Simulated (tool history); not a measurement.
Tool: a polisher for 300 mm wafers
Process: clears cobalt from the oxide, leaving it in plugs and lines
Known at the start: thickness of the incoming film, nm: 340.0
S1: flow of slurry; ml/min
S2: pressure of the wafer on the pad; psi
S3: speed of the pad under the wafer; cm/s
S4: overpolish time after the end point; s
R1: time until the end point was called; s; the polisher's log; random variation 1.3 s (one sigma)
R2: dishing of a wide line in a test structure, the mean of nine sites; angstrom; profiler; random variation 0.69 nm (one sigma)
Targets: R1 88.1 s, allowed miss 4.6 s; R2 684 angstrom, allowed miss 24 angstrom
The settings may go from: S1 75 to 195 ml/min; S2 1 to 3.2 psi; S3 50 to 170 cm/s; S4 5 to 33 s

Run 1, day 0: S1 125 ml/min, S2 2.1 psi, S3 110 cm/s, S4 17 s. Result: R1 64.614 s, R2 626.23 angstrom.
Run 2, day 0.338: S1 125 ml/min, S2 2.1 psi, S3 128 cm/s, S4 17 s. Result: R1 56.29 s, R2 680.3 angstrom.
Run 3, day 0.625: S1 125 ml/min, S2 2.5 psi, S3 128 cm/s, S4 17 s. Result: R1 48.168 s, R2 736.09 angstrom.
Run 4, day 0.667: S1 125 ml/min, S2 2.5 psi, S3 106 cm/s, S4 17 s. Result: R1 59.549 s, R2 654.18 angstrom.
Run 5, day 0.942: S1 120 ml/min, S2 2.3 psi, S3 106 cm/s, S4 19 s. Result: R1 63.29 s, R2 678.41 angstrom.
Run 6, day 1.3: S1 120 ml/min, S2 2.3 psi, S3 116 cm/s, S4 19 s. Result: R1 57.68 s, R2 711.33 angstrom.
Run 7, day 1.579: S1 100 ml/min, S2 1.7 psi, S3 110 cm/s, S4 26 s. Result: R1 78.573 s, R2 714.12 angstrom.
Run 8, day 1.667: S1 95 ml/min, S2 1.6 psi, S3 110 cm/s, S4 26 s. Result: R1 82.225 s, R2 702.73 angstrom.

Which of these 4 next moves meets every target?
Run A, day 1.754: S1 95 ml/min, S2 1.6 psi, S3 120 cm/s, S4 27 s. Result: R1 ?, R2 ?.
Run B, day 1.754: S1 130 ml/min, S2 2.3 psi, S3 92 cm/s, S4 26 s. Result: R1 ?, R2 ?.
Run C, day 1.754: S1 95 ml/min, S2 1.7 psi, S3 114 cm/s, S4 24 s. Result: R1 ?, R2 ?.
Run D, day 1.754: S1 80 ml/min, S2 1.7 psi, S3 104 cm/s, S4 27 s. Result: R1 ?, R2 ?.

move      R1      R2
   A  76.051  736.95
   B  70.976  749.33
   C  76.585  687.06
   D  86.524  685.74
A: further off than the last run
B: further off than the last run
C: further off than the last run
D: meets every target
The right move is D.

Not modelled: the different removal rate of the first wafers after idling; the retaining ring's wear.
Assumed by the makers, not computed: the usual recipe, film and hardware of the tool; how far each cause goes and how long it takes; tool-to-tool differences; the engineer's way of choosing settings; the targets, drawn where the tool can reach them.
